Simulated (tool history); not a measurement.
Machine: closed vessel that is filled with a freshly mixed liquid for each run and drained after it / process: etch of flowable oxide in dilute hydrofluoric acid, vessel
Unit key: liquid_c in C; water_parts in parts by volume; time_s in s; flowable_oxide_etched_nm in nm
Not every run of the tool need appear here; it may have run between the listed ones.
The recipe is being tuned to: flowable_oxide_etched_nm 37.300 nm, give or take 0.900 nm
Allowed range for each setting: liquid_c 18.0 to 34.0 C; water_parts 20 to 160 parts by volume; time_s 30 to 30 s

Run 1, day 0.000: liquid_c 26.0 C, water_parts 90 parts by volume, time_s 30 s. Result: flowable_oxide_etched_nm 23.025 nm.
Run 2, day 0.300: liquid_c 26.0 C, water_parts 90 parts by volume, time_s 30 s. Result: flowable_oxide_etched_nm 23.095 nm.
Run 3, day 0.400: liquid_c 27.5 C, water_parts 85 parts by volume, time_s 30 s. Result: flowable_oxide_etched_nm 26.293 nm.
Run 4, day 0.688: liquid_c 27.5 C, water_parts 85 parts by volume, time_s 30 s. Result: flowable_oxide_etched_nm 26.157 nm.
Run 5, day 0.842: liquid_c 27.5 C, water_parts 100 parts by volume, time_s 30 s. Result: flowable_oxide_etched_nm 21.770 nm.
Run 6, day 1.212: liquid_c 27.5 C, water_parts 70 parts by volume, time_s 30 s. Result: flowable_oxide_etched_nm 32.561 nm.
Run 7, day 1.325: liquid_c 28.0 C, water_parts 70 parts by volume, time_s 30 s. Result: flowable_oxide_etched_nm 32.851 nm.
Run 8, day 1.429: liquid_c 32.0 C, water_parts 70 parts by volume, time_s 30 s. Result: flowable_oxide_etched_nm 38.533 nm.

5 candidate next runs follow, results not yet known. Just one meets every target within its allowed miss. Identify it.
Run A, day 1.533: liquid_c 33.5 C, water_parts 70 parts by volume, time_s 30 s. Result: flowable_oxide_etched_nm ?.
Run B, day 1.533: liquid_c 29.0 C, water_parts 65 parts by volume, time_s 30 s. Result: flowable_oxide_etched_nm ?.
Run C, day 1.533: liquid_c 30.5 C, water_parts 65 parts by volume, time_s 30 s. Result: flowable_oxide_etched_nm ?.
Run D, day 1.533: liquid_c 27.0 C, water_parts 65 parts by volume, time_s 30 s. Result: flowable_oxide_etched_nm ?.
Run E, day 1.533: liquid_c 33.0 C, water_parts 70 parts by volume, time_s 30 s. Result: flowable_oxide_etched_nm ?.

move  flowable_oxide_etched_nm
   A                    40.921
   B                    37.397
   C                    39.636
   D                    34.567
   E                    40.162
A: its largest miss is bigger than the last run's
B: every result lands within tolerance
C: its largest miss is bigger than the last run's
D: moves the result that the last run missed by most past its target, out the other side
E: its largest miss is bigger than the last run's
B meets every target.
